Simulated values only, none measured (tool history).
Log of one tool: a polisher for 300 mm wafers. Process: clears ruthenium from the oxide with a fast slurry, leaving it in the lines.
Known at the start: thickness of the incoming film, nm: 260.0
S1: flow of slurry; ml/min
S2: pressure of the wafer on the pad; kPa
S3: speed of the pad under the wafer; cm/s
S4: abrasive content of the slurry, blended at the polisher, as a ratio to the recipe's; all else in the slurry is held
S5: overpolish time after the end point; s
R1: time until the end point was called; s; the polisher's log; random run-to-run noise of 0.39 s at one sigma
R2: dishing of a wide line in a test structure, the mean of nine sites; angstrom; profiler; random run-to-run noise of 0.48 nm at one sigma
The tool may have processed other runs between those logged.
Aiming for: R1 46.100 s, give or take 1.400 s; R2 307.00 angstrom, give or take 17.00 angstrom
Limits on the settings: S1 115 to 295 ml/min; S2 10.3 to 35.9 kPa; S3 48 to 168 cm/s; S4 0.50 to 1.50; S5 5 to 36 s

run 1 hour=0.0 | S1=190 S2=22.8 S3=108 S4=1.00 S5=18 | R1=44.470 R2=434.46
run 2 hour=5.2 | S1=225 S2=22.8 S3=108 S4=1.00 S5=18 | R1=43.178 R2=442.67
run 3 hour=9.5 | S1=225 S2=22.8 S3=108 S4=0.80 S5=18 | R1=49.443 R2=425.89
run 4 hour=17.2 | S1=225 S2=22.8 S3=108 S4=0.60 S5=18 | R1=62.466 R2=384.95
run 5 hour=20.4 | S1=250 S2=22.8 S3=108 S4=0.60 S5=18 | R1=61.247 R2=377.65
run 6 hour=29.1 | S1=230 S2=22.8 S3=108 S4=0.60 S5=18 | R1=62.452 R2=385.56
run 7 hour=35.8 | S1=240 S2=23.4 S3=108 S4=0.60 S5=16 | R1=59.921 R2=362.37
run 8 hour=36.7 | S1=240 S2=24.1 S3=108 S4=0.60 S5=15 | R1=58.190 R2=347.73
run 9 hour=38.3 | S1=240 S2=24.8 S3=108 S4=0.60 S5=14 | R1=57.371 R2=347.32
run 10 hour=42.4 | S1=240 S2=25.5 S3=108 S4=0.60 S5=13 | R1=56.047 R2=337.63
run 11 hour=48.6 | S1=240 S2=26.2 S3=108 S4=0.60 S5=12 | R1=53.883 R2=337.27
run 12 hour=49.5 | S1=240 S2=26.9 S3=108 S4=0.60 S5=11 | R1=53.038 R2=317.59
run 13 hour=55.9 | S1=240 S2=27.6 S3=108 S4=0.60 S5=11 | R1=51.692 R2=317.74
run 14 hour=59.6 | S1=240 S2=28.3 S3=108 S4=0.60 S5=11 | R1=50.026 R2=326.76
run 15 hour=64.8 | S1=245 S2=29.6 S3=108 S4=0.60 S5=9 | R1=48.070 R2=300.49

4 candidate next runs follow, results not yet known. Just one meets every target within its allowed miss. Identify it.
run A hour=70.0 | S1=245 S2=29.6 S3=122 S4=0.55 S5=11 | R1=? R2=?
run B hour=70.0 | S1=270 S2=32.4 S3=96 S4=0.65 S5=9 | R1=? R2=?
run C hour=70.0 | S1=245 S2=30.3 S3=102 S4=0.60 S5=13 | R1=? R2=?
run D hour=70.0 | S1=215 S2=33.8 S3=116 S4=0.55 S5=11 | R1=? R2=?

move=A R1=45.931 R2=337.82
move=B R1=45.501 R2=303.18
move=C R1=49.369 R2=354.72
move=D R1=43.178 R2=348.87
A: corrects the largest miss of the last run, while another result sits out of spec
B: every result lands within tolerance
C: its largest miss is bigger than the last run's
D: moves the result that the last run missed by most past its target, out the other side
Correct choice: B, which meets every target

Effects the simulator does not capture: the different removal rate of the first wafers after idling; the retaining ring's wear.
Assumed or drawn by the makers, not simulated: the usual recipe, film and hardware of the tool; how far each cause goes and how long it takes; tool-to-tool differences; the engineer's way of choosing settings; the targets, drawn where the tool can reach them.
